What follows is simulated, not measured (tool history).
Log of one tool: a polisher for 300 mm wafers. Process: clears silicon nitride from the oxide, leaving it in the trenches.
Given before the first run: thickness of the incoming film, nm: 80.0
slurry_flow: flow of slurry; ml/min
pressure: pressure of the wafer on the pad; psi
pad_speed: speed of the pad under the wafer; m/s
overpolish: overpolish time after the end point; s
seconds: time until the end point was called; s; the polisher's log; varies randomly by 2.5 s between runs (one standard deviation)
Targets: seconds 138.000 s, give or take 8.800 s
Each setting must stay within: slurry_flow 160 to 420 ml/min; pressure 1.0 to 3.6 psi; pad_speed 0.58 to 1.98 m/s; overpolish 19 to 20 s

{"run": 1, "day": 0.0, "slurry_flow": 270, "pressure": 2.3, "pad_speed": 1.28, "overpolish": 19, "seconds": 93.744}
{"run": 2, "day": 0.067, "slurry_flow": 310, "pressure": 2.3, "pad_speed": 1.28, "overpolish": 19, "seconds": 95.629}
{"run": 3, "day": 0.158, "slurry_flow": 260, "pressure": 2.3, "pad_speed": 1.28, "overpolish": 19, "seconds": 98.793}
{"run": 4, "day": 0.471, "slurry_flow": 260, "pressure": 2.2, "pad_speed": 1.26, "overpolish": 19, "seconds": 101.65}
{"run": 5, "day": 0.525, "slurry_flow": 260, "pressure": 2.2, "pad_speed": 1.06, "overpolish": 19, "seconds": 123.8}
{"run": 6, "day": 0.729, "slurry_flow": 260, "pressure": 2.2, "pad_speed": 1.24, "overpolish": 19, "seconds": 107.78}
{"run": 7, "day": 0.988, "slurry_flow": 260, "pressure": 2.1, "pad_speed": 1.24, "overpolish": 19, "seconds": 113.78}
{"run": 8, "day": 1.062, "slurry_flow": 260, "pressure": 2.0, "pad_speed": 1.24, "overpolish": 19, "seconds": 115.89}
{"run": 9, "day": 1.346, "slurry_flow": 260, "pressure": 1.5, "pad_speed": 1.2, "overpolish": 19, "seconds": 159.24}
{"run": 10, "day": 1.404, "slurry_flow": 260, "pressure": 1.6, "pad_speed": 1.2, "overpolish": 19, "seconds": 148.22}

Below are 5 possible settings for the next run. Only one of them brings all results inside the allowed miss of their targets. Which is it?
{"run": "A", "day": 1.462, "slurry_flow": 255, "pressure": 1.5, "pad_speed": 1.18, "overpolish": 19, "seconds": "?"}
{"run": "B", "day": 1.462, "slurry_flow": 275, "pressure": 1.5, "pad_speed": 1.16, "overpolish": 19, "seconds": "?"}
{"run": "C", "day": 1.462, "slurry_flow": 285, "pressure": 1.6, "pad_speed": 1.26, "overpolish": 20, "seconds": "?"}
{"run": "D", "day": 1.462, "slurry_flow": 230, "pressure": 1.6, "pad_speed": 1.16, "overpolish": 20, "seconds": "?"}
{"run": "E", "day": 1.462, "slurry_flow": 240, "pressure": 1.5, "pad_speed": 1.18, "overpolish": 20, "seconds": "?"}

move=A seconds=158.740
move=B seconds=160.040
move=C seconds=138.370
move=D seconds=153.670
move=E seconds=159.900
A: moves away from the targets compared with the last run
B: moves away from the targets compared with the last run
C: hits every target within its allowed miss
D: moves away from the targets compared with the last run
E: moves away from the targets compared with the last run
Correct choice: C, which meets every target
